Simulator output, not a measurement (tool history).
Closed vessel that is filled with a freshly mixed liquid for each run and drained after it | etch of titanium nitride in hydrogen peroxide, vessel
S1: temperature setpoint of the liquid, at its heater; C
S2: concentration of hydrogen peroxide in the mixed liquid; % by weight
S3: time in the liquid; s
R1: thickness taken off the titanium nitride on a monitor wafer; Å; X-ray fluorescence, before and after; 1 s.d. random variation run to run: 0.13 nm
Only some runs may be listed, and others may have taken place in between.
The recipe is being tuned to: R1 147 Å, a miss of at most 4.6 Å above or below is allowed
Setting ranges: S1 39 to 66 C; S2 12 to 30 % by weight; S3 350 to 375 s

run,hour,S1,S2,S3,R1
1,0,55,22.5,350,237.18
2,7.7,53,22.5,350,207.54
3,14.4,55.5,22.5,350,240.85
4,20.2,62,22.5,350,385.57
5,26.9,59.5,22.5,350,321.91
6,31.2,56,22.5,350,254.54
7,38.2,53.5,22.5,350,214.26
8,44.8,52,22.5,350,194.66
9,48.4,51,22.5,350,178.1
10,54.6,51,22.5,350,178.45
11,56,50,22.5,350,166.29
12,63.6,49.5,22.5,350,158.48
13,67.7,49,22.5,350,154.85

Consider the 5 candidate settings below. Which is the only one whose results all fall within their allowed miss of target?
A,71.8,50.5,26.5,350,?
B,71.8,47.5,19.5,350,?
C,71.8,48,25,375,?
D,71.8,48,21.5,360,?
E,71.8,50,24.5,350,?

move,R1
A,181.22
B,136.36
C,159.9
D,148.56
E,171.83
A: further off than the last run
B: moves the result that the last run missed by most past its target, out the other side
C: further off than the last run
D: every result lands within tolerance
E: further off than the last run
The move that meets every target is D.
